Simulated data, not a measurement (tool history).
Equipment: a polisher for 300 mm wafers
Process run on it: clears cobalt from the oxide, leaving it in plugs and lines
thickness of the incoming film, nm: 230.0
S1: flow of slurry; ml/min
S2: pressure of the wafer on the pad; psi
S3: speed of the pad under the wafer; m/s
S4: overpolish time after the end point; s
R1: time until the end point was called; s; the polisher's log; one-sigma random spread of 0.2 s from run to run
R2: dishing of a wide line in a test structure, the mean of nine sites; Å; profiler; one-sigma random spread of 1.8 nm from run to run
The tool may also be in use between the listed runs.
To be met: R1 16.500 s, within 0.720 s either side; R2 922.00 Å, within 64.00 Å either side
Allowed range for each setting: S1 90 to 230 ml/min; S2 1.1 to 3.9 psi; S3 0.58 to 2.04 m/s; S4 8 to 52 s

run	hour	S1	S2	S3	S4	R1	R2
1	0.0	150	2.5	1.30	26	24.383	877.14
2	2.0	150	2.5	1.46	26	21.504	885.83
3	8.3	150	2.7	1.46	25	20.580	890.72
4	16.9	150	3.1	1.46	25	17.573	891.87
5	21.3	150	3.1	1.46	26	17.571	920.98
6	29.2	150	3.1	1.46	37	17.819	950.74
7	33.2	150	3.1	1.46	35	17.972	953.03
8	41.1	150	3.2	1.46	33	17.414	983.70
9	45.0	150	3.2	1.46	30	17.579	929.45
10	47.9	150	3.2	1.46	29	17.119	931.97
11	49.3	150	3.2	1.46	28	17.128	944.20
12	56.3	150	3.2	1.46	26	17.593	923.12

Exercise: of the 4 proposed moves below, exactly one satisfies all targets within the stated allowed misses. Which move is it?
A	63.3	145	3.1	1.60	27	?	?
B	63.3	155	3.2	1.30	41	?	?
C	63.3	145	3.5	1.24	32	?	?
D	63.3	145	2.8	1.48	42	?	?

move	R1	R2
A	16.781	933.33
B	19.661	952.95
C	19.096	937.96
D	19.993	953.31
A: each result inside its tolerance
B: lands further from the targets than the last run did
C: lands further from the targets than the last run did
D: lands further from the targets than the last run did
A meets every target.

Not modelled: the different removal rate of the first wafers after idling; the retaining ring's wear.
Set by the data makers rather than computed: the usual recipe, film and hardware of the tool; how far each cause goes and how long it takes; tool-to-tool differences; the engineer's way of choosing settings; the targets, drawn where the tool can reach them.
